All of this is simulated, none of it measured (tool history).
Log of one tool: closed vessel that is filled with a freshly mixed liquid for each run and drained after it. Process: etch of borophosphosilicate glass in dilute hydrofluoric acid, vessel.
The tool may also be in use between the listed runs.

| run | hour | temperature setpoint of the liquid (K) | parts of water to one part of 49 % hydrofluoric acid (parts by volume) | time in the liquid (s) | thickness taken off the borophosphosilicate glass on a monitor wafer (nm) |
|---|---|---|---|---|---|
| 1 | 0.0 | 295.15 | 290 | 90 | 11.7380 |
| 2 | 8.1 | 293.65 | 315 | 90 | 10.0230 |
| 3 | 11.6 | 292.65 | 335 | 90 | 8.8620 |
| 4 | 16.1 | 292.15 | 350 | 90 | 8.2641 |
| 5 | 21.0 | 294.15 | 350 | 90 | 8.8827 |
| 6 | 25.3 | 294.15 | 350 | 90 | 8.8284 |
| 7 | 32.7 | 293.15 | 360 | 90 | 8.2430 |

Run 8 comes next. What will it give?
| 8 | 35.2 | 292.15 | 370 | 90 | ? |

thickness taken off the borophosphosilicate glass on a monitor wafer (nm): 7.7056

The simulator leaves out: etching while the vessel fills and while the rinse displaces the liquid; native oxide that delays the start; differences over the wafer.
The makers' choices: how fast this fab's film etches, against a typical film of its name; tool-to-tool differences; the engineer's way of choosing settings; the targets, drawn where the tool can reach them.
